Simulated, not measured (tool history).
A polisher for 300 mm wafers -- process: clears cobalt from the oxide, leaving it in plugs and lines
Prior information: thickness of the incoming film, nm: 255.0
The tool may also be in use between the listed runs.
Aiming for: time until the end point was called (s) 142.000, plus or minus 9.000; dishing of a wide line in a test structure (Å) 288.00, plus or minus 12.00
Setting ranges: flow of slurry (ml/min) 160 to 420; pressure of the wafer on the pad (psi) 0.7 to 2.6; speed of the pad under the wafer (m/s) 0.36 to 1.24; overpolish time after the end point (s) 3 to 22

| run | hour | flow of slurry (ml/min) | pressure of the wafer on the pad (psi) | speed of the pad under the wafer (m/s) | overpolish time after the end point (s) | time until the end point was called (s) | dishing of a wide line in a test structure (Å) |
|---|---|---|---|---|---|---|---|
| 1 | 0.0 | 270 | 1.6 | 0.80 | 11 | 94.184 | 255.10 |
| 2 | 5.7 | 270 | 1.4 | 0.80 | 13 | 103.140 | 281.37 |
| 3 | 13.1 | 270 | 1.4 | 0.62 | 13 | 130.710 | 223.18 |
| 4 | 14.3 | 270 | 1.3 | 0.62 | 14 | 137.330 | 235.20 |
| 5 | 23.0 | 225 | 1.3 | 0.62 | 14 | 142.110 | 228.23 |
| 6 | 31.3 | 225 | 1.1 | 0.62 | 14 | 148.860 | 207.88 |
| 7 | 40.3 | 225 | 1.2 | 0.62 | 15 | 142.710 | 232.90 |
| 8 | 43.2 | 230 | 1.2 | 0.62 | 16 | 147.510 | 245.64 |
| 9 | 48.4 | 235 | 1.3 | 0.62 | 17 | 137.090 | 273.22 |

5 candidate next runs follow, results not yet known. Just one meets every target within its allowed miss. Identify it.
| A | 53.6 | 235 | 1.2 | 0.74 | 16 | ? | ? |
| B | 53.6 | 170 | 1.5 | 0.60 | 17 | ? | ? |
| C | 53.6 | 225 | 1.2 | 0.62 | 17 | ? | ? |
| D | 53.6 | 170 | 1.1 | 0.70 | 21 | ? | ? |
| E | 53.6 | 300 | 1.2 | 0.60 | 19 | ? | ? |

| move | time until the end point was called (s) | dishing of a wide line in a test structure (Å) |
|---|---|---|
| A | 122.550 | 285.61 |
| B | 137.910 | 272.98 |
| C | 146.190 | 260.64 |
| D | 142.820 | 313.53 |
| E | 146.010 | 285.29 |
A: brings the last run's worst result on target, with another outside its allowed miss
B: no better and no worse than the last run
C: further off than the last run
D: the result that was furthest off in the last run now lies on the other side of its target
E: meets every target
Answer: E
